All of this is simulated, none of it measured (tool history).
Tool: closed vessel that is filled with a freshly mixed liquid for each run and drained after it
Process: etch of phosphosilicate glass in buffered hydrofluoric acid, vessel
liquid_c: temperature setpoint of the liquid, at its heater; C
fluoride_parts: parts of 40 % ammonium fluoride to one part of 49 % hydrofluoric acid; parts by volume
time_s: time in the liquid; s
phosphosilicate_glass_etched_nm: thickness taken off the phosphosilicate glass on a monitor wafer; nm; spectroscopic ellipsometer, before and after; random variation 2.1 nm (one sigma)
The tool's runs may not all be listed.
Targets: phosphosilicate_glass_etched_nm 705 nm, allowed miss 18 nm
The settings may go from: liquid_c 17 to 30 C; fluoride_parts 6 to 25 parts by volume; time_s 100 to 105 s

| run | hour | liquid_c | fluoride_parts | time_s | phosphosilicate_glass_etched_nm |
|---|---|---|---|---|---|
| 1 | 0 | 22 | 15.5 | 100 | 394.24 |
| 2 | 8.9 | 23 | 15 | 100 | 430.19 |
| 3 | 15.1 | 23 | 18.5 | 100 | 348.28 |
| 4 | 19.7 | 25.5 | 18.5 | 100 | 401.7 |
| 5 | 27.9 | 25.5 | 18.5 | 105 | 423.9 |
| 6 | 28.5 | 26 | 18 | 105 | 443.48 |
| 7 | 32.5 | 26.5 | 17.5 | 105 | 470.63 |
| 8 | 33.7 | 27 | 17 | 105 | 496.45 |
| 9 | 40.4 | 27.5 | 16.5 | 105 | 523.37 |
| 10 | 44.8 | 28 | 16 | 105 | 556.25 |
| 11 | 53.1 | 28 | 15.5 | 105 | 570.89 |
| 12 | 62 | 29 | 14.5 | 105 | 645.69 |

Which of these 4 next moves meets every target?
| A | 70.9 | 30 | 16 | 105 | ? |
| B | 70.9 | 30 | 16 | 100 | ? |
| C | 70.9 | 28.5 | 14.5 | 100 | ? |
| D | 70.9 | 28.5 | 13 | 105 | ? |

| move | phosphosilicate_glass_etched_nm |
|---|---|
| A | 615.67 |
| B | 586.35 |
| C | 596.57 |
| D | 697.09 |
A: further off than the last run
B: further off than the last run
C: further off than the last run
D: meets every target
Answer: D

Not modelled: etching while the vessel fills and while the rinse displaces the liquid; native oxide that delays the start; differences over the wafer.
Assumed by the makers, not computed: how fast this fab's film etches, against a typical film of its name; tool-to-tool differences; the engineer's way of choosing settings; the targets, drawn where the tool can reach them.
